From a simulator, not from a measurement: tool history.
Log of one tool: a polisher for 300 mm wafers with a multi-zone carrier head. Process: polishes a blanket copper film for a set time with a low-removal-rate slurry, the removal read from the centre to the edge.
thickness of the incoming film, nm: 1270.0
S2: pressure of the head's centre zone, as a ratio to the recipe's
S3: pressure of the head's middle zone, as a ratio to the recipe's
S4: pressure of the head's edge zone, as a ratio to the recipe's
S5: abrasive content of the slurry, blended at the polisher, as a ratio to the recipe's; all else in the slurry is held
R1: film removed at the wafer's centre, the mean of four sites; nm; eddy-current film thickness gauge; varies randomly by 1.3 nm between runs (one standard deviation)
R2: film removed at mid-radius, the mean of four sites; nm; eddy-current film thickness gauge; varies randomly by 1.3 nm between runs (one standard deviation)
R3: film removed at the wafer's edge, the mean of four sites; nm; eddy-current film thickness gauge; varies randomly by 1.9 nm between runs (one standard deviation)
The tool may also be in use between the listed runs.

Run 1, hour 0: flow of slurry (ml/min) 215, S2 1, S3 1, S4 1, S5 1, polishing time (s) 39. Result: R1 112.76 nm, R2 109.76 nm, R3 108.48 nm.
Run 2, hour 3.7: flow of slurry (ml/min) 215, S2 0.94, S3 1, S4 1, S5 1, polishing time (s) 39. Result: R1 102.39 nm, R2 108.52 nm, R3 110.23 nm.
Run 3, hour 6.7: flow of slurry (ml/min) 170, S2 0.94, S3 1, S4 1, S5 1, polishing time (s) 39. Result: R1 97.698 nm, R2 104.49 nm, R3 107.58 nm.
Run 4, hour 10.6: flow of slurry (ml/min) 170, S2 0.9, S3 1, S4 1, S5 1, polishing time (s) 39. Result: R1 94.532 nm, R2 103.67 nm, R3 107.61 nm.
Run 5, hour 18.5: flow of slurry (ml/min) 170, S2 0.9, S3 0.93, S4 1, S5 1, polishing time (s) 39. Result: R1 96.084 nm, R2 97.603 nm, R3 105.78 nm.
Run 6, hour 19.4: flow of slurry (ml/min) 170, S2 0.9, S3 0.93, S4 1, S5 1, polishing time (s) 44. Result: R1 108.28 nm, R2 110.17 nm, R3 120.92 nm.

What does the tool deliver on the next run?
Run 7, hour 19.9: flow of slurry (ml/min) 200, S2 0.94, S3 1, S4 1.05, S5 1.15, polishing time (s) 44. Result: R1 ?, R2 ?, R3 ?.

R1: 118.79 nm
R2: 122.43 nm
R3: 126.09 nm
